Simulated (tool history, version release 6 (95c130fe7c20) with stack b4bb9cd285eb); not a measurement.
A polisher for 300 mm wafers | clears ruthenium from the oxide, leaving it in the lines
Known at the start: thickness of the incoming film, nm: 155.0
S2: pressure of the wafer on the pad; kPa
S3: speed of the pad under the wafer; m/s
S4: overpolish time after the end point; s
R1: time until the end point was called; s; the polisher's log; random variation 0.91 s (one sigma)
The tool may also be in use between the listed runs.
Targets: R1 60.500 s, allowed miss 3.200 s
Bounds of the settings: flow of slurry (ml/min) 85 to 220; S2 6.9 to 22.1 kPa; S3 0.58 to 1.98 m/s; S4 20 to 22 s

{"run": 1, "hour": 0.0, "flow of slurry (ml/min)": 140, "S2": 14.5, "S3": 1.28, "S4": 20, "R1": 98.061}
{"run": 2, "hour": 6.9, "flow of slurry (ml/min)": 140, "S2": 14.5, "S3": 1.28, "S4": 20, "R1": 97.996}
{"run": 3, "hour": 13.4, "flow of slurry (ml/min)": 140, "S2": 14.5, "S3": 1.04, "S4": 20, "R1": 118.75}
{"run": 4, "hour": 16.0, "flow of slurry (ml/min)": 140, "S2": 12.4, "S3": 1.04, "S4": 20, "R1": 136.73}
{"run": 5, "hour": 16.9, "flow of slurry (ml/min)": 140, "S2": 12.4, "S3": 1.04, "S4": 22, "R1": 139.43}
{"run": 6, "hour": 19.6, "flow of slurry (ml/min)": 140, "S2": 10.3, "S3": 1.04, "S4": 22, "R1": 164.3}
{"run": 7, "hour": 26.7, "flow of slurry (ml/min)": 140, "S2": 11.7, "S3": 1.06, "S4": 22, "R1": 144.73}
{"run": 8, "hour": 28.8, "flow of slurry (ml/min)": 140, "S2": 13.1, "S3": 1.08, "S4": 22, "R1": 125.74}
{"run": 9, "hour": 32.3, "flow of slurry (ml/min)": 140, "S2": 13.8, "S3": 1.08, "S4": 22, "R1": 120.45}
{"run": 10, "hour": 35.6, "flow of slurry (ml/min)": 140, "S2": 14.5, "S3": 1.08, "S4": 22, "R1": 113.86}
{"run": 11, "hour": 38.2, "flow of slurry (ml/min)": 140, "S2": 15.2, "S3": 1.08, "S4": 22, "R1": 110.16}
{"run": 12, "hour": 47.0, "flow of slurry (ml/min)": 140, "S2": 15.9, "S3": 1.1, "S4": 22, "R1": 103.03}
{"run": 13, "hour": 52.5, "flow of slurry (ml/min)": 140, "S2": 16.5, "S3": 1.12, "S4": 22, "R1": 95.747}
{"run": 14, "hour": 60.4, "flow of slurry (ml/min)": 140, "S2": 17.2, "S3": 1.12, "S4": 22, "R1": 91.565}
{"hour": 67.2, "done": "worn pad replaced by a new one"}
{"run": 15, "hour": 67.2, "flow of slurry (ml/min)": 140, "S2": 17.9, "S3": 1.12, "S4": 22, "R1": 82.04}
{"run": 16, "hour": 68.2, "flow of slurry (ml/min)": 140, "S2": 18.6, "S3": 1.12, "S4": 22, "R1": 79.166}
{"run": 17, "hour": 75.1, "flow of slurry (ml/min)": 140, "S2": 19.3, "S3": 1.12, "S4": 22, "R1": 74.501}
{"run": 18, "hour": 82.7, "flow of slurry (ml/min)": 145, "S2": 20.7, "S3": 1.12, "S4": 22, "R1": 70.576}
{"run": 19, "hour": 90.8, "flow of slurry (ml/min)": 145, "S2": 20.7, "S3": 1.12, "S4": 22, "R1": 68.342}
{"run": 20, "hour": 93.4, "flow of slurry (ml/min)": 145, "S2": 21.4, "S3": 1.14, "S4": 22, "R1": 66.502}

4 next moves are on the table. One of them brings every result within its allowed miss. Which?
{"run": "A", "hour": 96.0, "flow of slurry (ml/min)": 150, "S2": 21.4, "S3": 0.98, "S4": 21, "R1": "?"}
{"run": "B", "hour": 96.0, "flow of slurry (ml/min)": 145, "S2": 18.6, "S3": 1.46, "S4": 22, "R1": "?"}
{"run": "C", "hour": 96.0, "flow of slurry (ml/min)": 150, "S2": 21.4, "S3": 1.44, "S4": 22, "R1": "?"}
{"run": "D", "hour": 96.0, "flow of slurry (ml/min)": 150, "S2": 20.7, "S3": 1.08, "S4": 21, "R1": "?"}

move=A R1=75.090
move=B R1=58.755
move=C R1=51.745
move=D R1=70.614
A: further off than the last run
B: meets every target
C: takes the result that was furthest off past its target
D: further off than the last run
Move B is the one to make.
